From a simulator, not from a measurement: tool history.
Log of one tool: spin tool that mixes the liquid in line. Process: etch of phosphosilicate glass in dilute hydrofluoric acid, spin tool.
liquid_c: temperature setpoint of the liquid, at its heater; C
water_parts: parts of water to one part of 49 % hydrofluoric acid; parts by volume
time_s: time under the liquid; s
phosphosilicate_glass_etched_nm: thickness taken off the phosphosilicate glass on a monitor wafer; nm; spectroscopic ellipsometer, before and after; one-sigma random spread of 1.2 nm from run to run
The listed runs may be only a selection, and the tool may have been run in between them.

run,hour,liquid_c,water_parts,time_s,phosphosilicate_glass_etched_nm
1,0,26,95,50,106.08
2,1.2,27,95,50,110.19
3,6.1,28,95,50,115.6
4,14.2,28,60,50,190.96
5,20,28,40,50,297.25
6,27.3,28,40,50,291.59
7,28.1,27,40,50,284.26
8,36.3,26,40,50,269.88

Run 9 has not been measured yet. What should we expect?
9,37.9,25,40,50,?

Run 9 yielded phosphosilicate_glass_etched_nm 260 nm.

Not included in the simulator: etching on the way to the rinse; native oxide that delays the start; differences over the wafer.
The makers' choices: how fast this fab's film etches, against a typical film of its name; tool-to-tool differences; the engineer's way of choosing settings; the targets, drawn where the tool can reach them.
